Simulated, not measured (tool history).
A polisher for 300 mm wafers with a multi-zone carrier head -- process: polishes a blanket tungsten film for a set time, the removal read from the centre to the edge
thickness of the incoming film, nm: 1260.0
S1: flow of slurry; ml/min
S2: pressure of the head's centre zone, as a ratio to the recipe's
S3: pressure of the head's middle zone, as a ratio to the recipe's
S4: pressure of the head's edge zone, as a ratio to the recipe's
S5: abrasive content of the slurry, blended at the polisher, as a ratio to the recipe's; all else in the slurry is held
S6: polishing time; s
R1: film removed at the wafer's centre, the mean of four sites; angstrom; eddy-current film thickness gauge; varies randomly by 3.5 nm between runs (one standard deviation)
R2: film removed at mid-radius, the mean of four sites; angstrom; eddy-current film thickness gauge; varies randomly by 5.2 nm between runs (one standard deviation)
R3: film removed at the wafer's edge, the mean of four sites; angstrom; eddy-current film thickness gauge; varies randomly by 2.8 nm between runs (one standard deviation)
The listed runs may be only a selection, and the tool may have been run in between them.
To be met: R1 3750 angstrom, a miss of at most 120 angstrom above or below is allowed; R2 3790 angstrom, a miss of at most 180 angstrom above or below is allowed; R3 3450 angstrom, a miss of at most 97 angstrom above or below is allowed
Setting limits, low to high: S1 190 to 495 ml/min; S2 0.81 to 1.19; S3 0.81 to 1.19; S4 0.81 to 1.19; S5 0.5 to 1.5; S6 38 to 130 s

run 1 hour=0 | S1=320 S2=1 S3=1 S4=1 S5=1 S6=84 | R1=2890.6 R2=2938.6 R3=3005.4
run 2 hour=6.4 | S1=325 S2=1.02 S3=1.02 S4=1.01 S5=1.05 S6=84 | R1=3021.4 R2=3027.2 R3=3056.7
run 3 hour=13.4 | S1=330 S2=1.03 S3=1.04 S4=1.02 S5=1.1 S6=84 | R1=3050.6 R2=3141.7 R3=3064
run 4 hour=14.7 | S1=330 S2=1.04 S3=1.05 S4=1.03 S5=1.15 S6=84 | R1=3181.8 R2=3178.9 R3=3127.8
run 5 hour=21.9 | S1=330 S2=1.04 S3=1.05 S4=0.99 S5=1.15 S6=84 | R1=3151.7 R2=3229.2 R3=3013.2
run 6 hour=30.2 | S1=330 S2=1.05 S3=1.06 S4=1.01 S5=1.2 S6=84 | R1=3247.8 R2=3225 R3=3174.1
run 7 hour=33.4 | S1=335 S2=1.06 S3=1.08 S4=1.02 S5=1.2 S6=84 | R1=3269.1 R2=3238.8 R3=3167.3
run 8 hour=35 | S1=335 S2=1.06 S3=1.09 S4=1.02 S5=1.25 S6=84 | R1=3277.3 R2=3379.6 R3=3157
run 9 hour=36.2 | S1=360 S2=1.15 S3=1.13 S4=1.12 S5=1.45 S6=85 | R1=3775.7 R2=3579.6 R3=3451.9
run 10 hour=43.5 | S1=360 S2=1.15 S3=1.14 S4=1.12 S5=1.45 S6=85 | R1=3714.9 R2=3610.9 R3=3457.1
run 11 hour=52.3 | S1=360 S2=1.15 S3=1.15 S4=1.12 S5=1.45 S6=85 | R1=3745.5 R2=3482.9 R3=3461.1

Pick the move, out of 5, that brings all results within their allowed miss; only one does.
run A hour=61.1 | S1=380 S2=1.11 S3=1.02 S4=1.09 S5=1.5 S6=85 | R1=? R2=? R3=?
run B hour=61.1 | S1=445 S2=1.16 S3=1.01 S4=1.19 S5=1.2 S6=86 | R1=? R2=? R3=?
run C hour=61.1 | S1=450 S2=1.05 S3=1.07 S4=0.91 S5=1.5 S6=90 | R1=? R2=? R3=?
run D hour=61.1 | S1=320 S2=1.13 S3=1.03 S4=1.05 S5=1.4 S6=90 | R1=? R2=? R3=?
run E hour=61.1 | S1=385 S2=1.19 S3=1.19 S4=1.19 S5=1.1 S6=85 | R1=? R2=? R3=?

move=A R1=3633.9 R2=3417.9 R3=3470.7
move=B R1=3724 R2=3323.2 R3=3537
move=C R1=3701.6 R2=3795.3 R3=3418.5
move=D R1=3784.5 R2=3524.7 R3=3508
move=E R1=3659.4 R2=3553.2 R3=3393
A: misses by more than the last run did
B: misses by more than the last run did
C: meets every target
D: gains on the last run, yet a result remains outside its allowed miss
E: gains on the last run, yet a result remains outside its allowed miss
So the answer is move C, the one that meets all the targets.
